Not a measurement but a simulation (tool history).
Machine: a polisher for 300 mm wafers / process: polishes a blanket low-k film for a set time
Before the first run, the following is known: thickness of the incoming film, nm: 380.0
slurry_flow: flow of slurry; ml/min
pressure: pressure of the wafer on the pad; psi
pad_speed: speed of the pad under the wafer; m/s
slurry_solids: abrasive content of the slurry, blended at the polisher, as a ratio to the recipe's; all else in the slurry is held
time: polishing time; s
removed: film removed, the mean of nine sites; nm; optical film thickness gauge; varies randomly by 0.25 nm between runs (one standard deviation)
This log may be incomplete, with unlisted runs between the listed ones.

run,hour,slurry_flow,pressure,pad_speed,slurry_solids,time,removed
1,0,195,1.8,0.92,1,45,14.448
2,7.3,195,1.8,0.92,1,40,12.962
3,12.8,195,1.8,0.92,1.1,40,13.066
4,15.1,195,1.8,0.92,1.1,45,14.805
5,19,195,1.8,0.92,1.1,40,13.243
6,23.8,195,1.8,0.8,1.1,40,11.835
# hour 25.7: worn pad replaced by a new one
7,25.7,195,2,0.82,1.1,40,14.684

Run 8 has not been measured yet. What should we expect?
8,28.1,195,2.1,0.82,1.1,40,?

removed: 15.221 nm
